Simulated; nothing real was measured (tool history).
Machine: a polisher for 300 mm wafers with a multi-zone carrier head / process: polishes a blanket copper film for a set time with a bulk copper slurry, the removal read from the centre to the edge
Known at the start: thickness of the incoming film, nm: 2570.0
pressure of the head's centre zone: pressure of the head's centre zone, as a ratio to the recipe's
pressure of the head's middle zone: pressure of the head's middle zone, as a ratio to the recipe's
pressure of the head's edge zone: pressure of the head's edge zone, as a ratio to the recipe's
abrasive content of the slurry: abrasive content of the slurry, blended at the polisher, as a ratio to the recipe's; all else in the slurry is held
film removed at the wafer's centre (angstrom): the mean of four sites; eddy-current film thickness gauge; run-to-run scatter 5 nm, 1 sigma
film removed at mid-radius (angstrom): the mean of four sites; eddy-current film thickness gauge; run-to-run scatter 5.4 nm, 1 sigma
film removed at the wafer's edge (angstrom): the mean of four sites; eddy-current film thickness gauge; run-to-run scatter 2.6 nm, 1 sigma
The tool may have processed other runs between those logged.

| run | hour | flow of slurry (ml/min) | pressure of the head's centre zone | pressure of the head's middle zone | pressure of the head's edge zone | abrasive content of the slurry | polishing time (s) | film removed at the wafer's centre (angstrom) | film removed at mid-radius (angstrom) | film removed at the wafer's edge (angstrom) |
|---|---|---|---|---|---|---|---|---|---|---|
| 1 | 0.0 | 205 | 1.00 | 1.00 | 1.00 | 1.00 | 33 | 4801.2 | 4728.3 | 4659.3 |
| 2 | 6.8 | 205 | 1.00 | 1.00 | 1.00 | 0.85 | 33 | 4783.5 | 4498.2 | 4630.4 |
| 3 | 14.9 | 200 | 1.00 | 1.02 | 0.95 | 0.80 | 31 | 4179.7 | 4315.1 | 4135.0 |
| 4 | 20.3 | 195 | 1.03 | 1.00 | 0.91 | 0.70 | 30 | 4237.2 | 4139.6 | 3872.6 |
| 5 | 26.7 | 165 | 1.03 | 1.00 | 0.91 | 0.70 | 30 | 4138.6 | 3870.8 | 3808.6 |
| 6 | 32.2 | 165 | 1.03 | 1.00 | 0.96 | 0.70 | 30 | 4108.6 | 3913.9 | 3849.5 |

What does the tool deliver on the next run?
| 7 | 39.8 | 160 | 1.03 | 1.00 | 0.94 | 0.65 | 30 | ? | ? | ? |

{"run 7": {"film removed at the wafer's centre (angstrom)": 3997.7, "film removed at mid-radius (angstrom)": 3879.5, "film removed at the wafer's edge (angstrom)": 3774.6}}

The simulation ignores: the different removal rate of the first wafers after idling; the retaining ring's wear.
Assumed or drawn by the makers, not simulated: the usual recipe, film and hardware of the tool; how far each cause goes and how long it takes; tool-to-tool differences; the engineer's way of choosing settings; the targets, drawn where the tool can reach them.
